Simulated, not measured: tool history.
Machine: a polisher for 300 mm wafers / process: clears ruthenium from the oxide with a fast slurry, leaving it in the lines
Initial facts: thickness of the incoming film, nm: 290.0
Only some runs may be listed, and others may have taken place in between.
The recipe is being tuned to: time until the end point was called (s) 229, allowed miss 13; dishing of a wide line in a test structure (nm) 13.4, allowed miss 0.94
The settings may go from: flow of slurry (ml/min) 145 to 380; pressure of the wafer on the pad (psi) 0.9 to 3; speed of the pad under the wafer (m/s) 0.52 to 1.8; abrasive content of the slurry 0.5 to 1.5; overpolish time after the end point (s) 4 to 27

| run | hour | flow of slurry (ml/min) | pressure of the wafer on the pad (psi) | speed of the pad under the wafer (m/s) | abrasive content of the slurry | overpolish time after the end point (s) | time until the end point was called (s) | dishing of a wide line in a test structure (nm) |
|---|---|---|---|---|---|---|---|---|
| 1 | 0 | 245 | 1.9 | 1.16 | 1 | 14 | 91.383 | 31.099 |
| 2 | 1.1 | 245 | 1.6 | 1.02 | 1 | 13 | 116.95 | 23.256 |
| 3 | 2 | 245 | 1.6 | 1.02 | 0.85 | 13 | 125.86 | 21.804 |
| 4 | 9.6 | 245 | 1.4 | 0.94 | 0.85 | 13 | 157.62 | 17.827 |
| 5 | 15.6 | 245 | 1.4 | 0.94 | 0.85 | 7 | 153.59 | 10.989 |
| 6 | 23.7 | 245 | 1.4 | 0.94 | 0.7 | 7 | 169.55 | 10.136 |
| 7 | 30.7 | 245 | 0.9 | 0.86 | 0.7 | 13 | 282.66 | 11.086 |
| 8 | 39.1 | 245 | 1.3 | 0.88 | 0.7 | 14 | 191.69 | 16.578 |

Pick the move, out of 4, that brings all results within their allowed miss; only one does.
| A | 47.5 | 240 | 1.6 | 0.82 | 0.7 | 16 | ? | ? |
| B | 47.5 | 200 | 1.7 | 0.64 | 0.95 | 13 | ? | ? |
| C | 47.5 | 205 | 1.6 | 0.72 | 0.85 | 16 | ? | ? |
| D | 47.5 | 195 | 0.9 | 0.94 | 0.95 | 13 | ? | ? |

| move | time until the end point was called (s) | dishing of a wide line in a test structure (nm) |
|---|---|---|
| A | 169.35 | 20.803 |
| B | 174.2 | 17.049 |
| C | 176.05 | 20.145 |
| D | 236.61 | 13.025 |
A: further off than the last run
B: further off than the last run
C: further off than the last run
D: each result inside its tolerance
Correct choice: D, which meets every target

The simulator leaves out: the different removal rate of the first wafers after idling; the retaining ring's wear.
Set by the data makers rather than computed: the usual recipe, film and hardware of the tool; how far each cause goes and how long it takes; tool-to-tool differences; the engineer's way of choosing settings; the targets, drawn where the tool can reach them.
